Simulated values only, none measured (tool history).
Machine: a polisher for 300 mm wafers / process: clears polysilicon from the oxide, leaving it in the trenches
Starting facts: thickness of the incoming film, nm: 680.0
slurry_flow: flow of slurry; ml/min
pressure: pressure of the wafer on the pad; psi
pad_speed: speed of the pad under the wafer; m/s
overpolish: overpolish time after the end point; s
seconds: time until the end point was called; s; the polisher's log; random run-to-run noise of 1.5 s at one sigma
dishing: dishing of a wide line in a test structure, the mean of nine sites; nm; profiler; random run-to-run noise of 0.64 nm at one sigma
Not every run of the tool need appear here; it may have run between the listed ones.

| run | hour | slurry_flow | pressure | pad_speed | overpolish | seconds | dishing |
|---|---|---|---|---|---|---|---|
| 1 | 0 | 260 | 1.8 | 1.28 | 13 | 55.864 | 40.121 |
| 2 | 3.9 | 290 | 1.8 | 1.28 | 13 | 54.435 | 38.923 |
| 3 | 8.5 | 290 | 2.2 | 1.28 | 13 | 46.057 | 41.46 |
| 4 | 14 | 290 | 1.9 | 1.24 | 13 | 50.89 | 38.13 |
| 5 | 18.1 | 290 | 1.5 | 1.24 | 13 | 66.252 | 38.771 |
| 6 | 22.2 | 290 | 1.5 | 1.08 | 13 | 72.581 | 37.55 |
| 7 | 27.3 | 295 | 1.4 | 1.06 | 12 | 79.123 | 36.908 |
| 8 | 33.7 | 300 | 1.4 | 1.04 | 11 | 80.492 | 35.27 |

Run 9 is up next; what results do you expect?
| 9 | 36.2 | 300 | 1.4 | 1.04 | 11 | ? | ? |

For run 9 the tool returned seconds 80.187 s, dishing 35.903 nm.
